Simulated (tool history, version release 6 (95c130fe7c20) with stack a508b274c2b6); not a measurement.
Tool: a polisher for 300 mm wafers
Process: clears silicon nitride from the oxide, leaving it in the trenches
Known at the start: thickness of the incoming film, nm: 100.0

| run | hour | flow of slurry (ml/min) | pressure of the wafer on the pad (kPa) | speed of the pad under the wafer (m/s) | overpolish time after the end point (s) | time until the end point was called (s) |
|---|---|---|---|---|---|---|
| 1 | 0 | 225 | 20 | 1.04 | 33 | 94.295 |
| 2 | 4.1 | 225 | 20.7 | 1.04 | 33 | 91.975 |
| 3 | 6.4 | 185 | 20.7 | 1.04 | 33 | 92.432 |
| 4 | 12.2 | 185 | 20.7 | 1.04 | 33 | 94.446 |
| 5 | 15.4 | 185 | 18.6 | 1.04 | 33 | 106.46 |
| 6 | 20.6 | 150 | 18.6 | 1.04 | 33 | 106.72 |

The next listed run, before its measurement:
| 7 | 23.3 | 150 | 18.6 | 1.04 | 33 | ? |

time until the end point was called (s): 104.27
